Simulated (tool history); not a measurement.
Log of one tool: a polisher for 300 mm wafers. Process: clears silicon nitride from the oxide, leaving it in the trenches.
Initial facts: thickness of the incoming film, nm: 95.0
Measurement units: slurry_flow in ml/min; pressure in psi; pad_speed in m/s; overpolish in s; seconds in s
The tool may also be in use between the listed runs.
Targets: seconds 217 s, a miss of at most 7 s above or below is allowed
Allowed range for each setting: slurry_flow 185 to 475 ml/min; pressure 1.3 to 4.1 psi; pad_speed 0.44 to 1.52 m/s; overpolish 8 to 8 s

Run 1, hour 0: slurry_flow 305 ml/min, pressure 2.7 psi, pad_speed 0.98 m/s, overpolish 8 s. Result: seconds 94.073 s.
Run 2, hour 2.1: slurry_flow 305 ml/min, pressure 2.5 psi, pad_speed 0.94 m/s, overpolish 8 s. Result: seconds 105.13 s.
Run 3, hour 3.3: slurry_flow 305 ml/min, pressure 1.9 psi, pad_speed 0.94 m/s, overpolish 8 s. Result: seconds 133.71 s.
Run 4, hour 10.5: slurry_flow 305 ml/min, pressure 1.9 psi, pad_speed 0.94 m/s, overpolish 8 s. Result: seconds 136.64 s.
Run 5, hour 18: slurry_flow 305 ml/min, pressure 1.8 psi, pad_speed 0.92 m/s, overpolish 8 s. Result: seconds 145.81 s.
Run 6, hour 25.4: slurry_flow 305 ml/min, pressure 1.8 psi, pad_speed 1.16 m/s, overpolish 8 s. Result: seconds 125.19 s.
Run 7, hour 32.6: slurry_flow 300 ml/min, pressure 1.7 psi, pad_speed 1.08 m/s, overpolish 8 s. Result: seconds 136.48 s.
Run 8, hour 39: slurry_flow 295 ml/min, pressure 1.6 psi, pad_speed 1.02 m/s, overpolish 8 s. Result: seconds 150.1 s.
Run 9, hour 45.7: slurry_flow 285 ml/min, pressure 1.6 psi, pad_speed 0.98 m/s, overpolish 8 s. Result: seconds 157.21 s.
Run 10, hour 52.2: slurry_flow 275 ml/min, pressure 1.6 psi, pad_speed 0.96 m/s, overpolish 8 s. Result: seconds 159.48 s.
Run 11, hour 56.7: slurry_flow 265 ml/min, pressure 1.6 psi, pad_speed 0.94 m/s, overpolish 8 s. Result: seconds 160.23 s.
Run 12, hour 60.9: slurry_flow 265 ml/min, pressure 1.3 psi, pad_speed 0.7 m/s, overpolish 8 s. Result: seconds 236.42 s.
Run 13, hour 64.4: slurry_flow 270 ml/min, pressure 1.3 psi, pad_speed 0.7 m/s, overpolish 8 s. Result: seconds 237.91 s.
Run 14, hour 70.9: slurry_flow 275 ml/min, pressure 1.3 psi, pad_speed 0.7 m/s, overpolish 8 s. Result: seconds 236.99 s.
Run 15, hour 73.2: slurry_flow 280 ml/min, pressure 1.3 psi, pad_speed 0.7 m/s, overpolish 8 s. Result: seconds 235.84 s.
Run 16, hour 81.1: slurry_flow 285 ml/min, pressure 1.6 psi, pad_speed 0.7 m/s, overpolish 8 s. Result: seconds 191.72 s.
Run 17, hour 83.9: slurry_flow 275 ml/min, pressure 1.6 psi, pad_speed 0.7 m/s, overpolish 8 s. Result: seconds 194.4 s.
Run 18, hour 86.7: slurry_flow 275 ml/min, pressure 1.5 psi, pad_speed 0.7 m/s, overpolish 8 s. Result: seconds 209.09 s.
Run 19, hour 92.6: slurry_flow 270 ml/min, pressure 1.5 psi, pad_speed 0.7 m/s, overpolish 8 s. Result: seconds 208.17 s.

Of the 4 settings listed for the next run, only one would bring every result within its allowed miss of target. Which one?
Run A, hour 98.5: slurry_flow 260 ml/min, pressure 1.3 psi, pad_speed 0.82 m/s, overpolish 8 s. Result: seconds ?.
Run B, hour 98.5: slurry_flow 290 ml/min, pressure 1.6 psi, pad_speed 0.68 m/s, overpolish 8 s. Result: seconds ?.
Run C, hour 98.5: slurry_flow 290 ml/min, pressure 1.8 psi, pad_speed 0.56 m/s, overpolish 8 s. Result: seconds ?.
Run D, hour 98.5: slurry_flow 275 ml/min, pressure 1.5 psi, pad_speed 0.78 m/s, overpolish 8 s. Result: seconds ?.

move  seconds
   A   217.59
   B   198.28
   C   197.59
   D   195.07
A: every result within its allowed miss
B: its largest miss is bigger than the last run's
C: its largest miss is bigger than the last run's
D: its largest miss is bigger than the last run's
A meets every target.
